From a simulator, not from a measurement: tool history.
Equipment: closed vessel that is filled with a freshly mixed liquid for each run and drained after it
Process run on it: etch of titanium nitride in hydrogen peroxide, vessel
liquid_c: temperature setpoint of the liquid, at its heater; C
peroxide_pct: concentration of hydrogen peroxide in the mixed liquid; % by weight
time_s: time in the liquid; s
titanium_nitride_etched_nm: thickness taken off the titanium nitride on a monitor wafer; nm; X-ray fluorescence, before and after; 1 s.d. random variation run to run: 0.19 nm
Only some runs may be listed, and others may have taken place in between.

run 1 day=0 | liquid_c=58 peroxide_pct=21 time_s=220 | titanium_nitride_etched_nm=11.146
run 2 day=0.242 | liquid_c=60.5 peroxide_pct=21 time_s=220 | titanium_nitride_etched_nm=13.384
run 3 day=0.412 | liquid_c=62 peroxide_pct=21 time_s=220 | titanium_nitride_etched_nm=14.649
run 4 day=0.721 | liquid_c=62 peroxide_pct=16.5 time_s=220 | titanium_nitride_etched_nm=13.888
run 5 day=1.05 | liquid_c=63.5 peroxide_pct=17 time_s=220 | titanium_nitride_etched_nm=15.637
run 6 day=1.079 | liquid_c=64.5 peroxide_pct=17.5 time_s=220 | titanium_nitride_etched_nm=16.622
run 7 day=1.433 | liquid_c=65 peroxide_pct=18 time_s=220 | titanium_nitride_etched_nm=17.473

The next listed run, before its measurement:
run 8 day=1.633 | liquid_c=65.5 peroxide_pct=18.5 time_s=220 | titanium_nitride_etched_nm=?

titanium_nitride_etched_nm: 18.212 nm
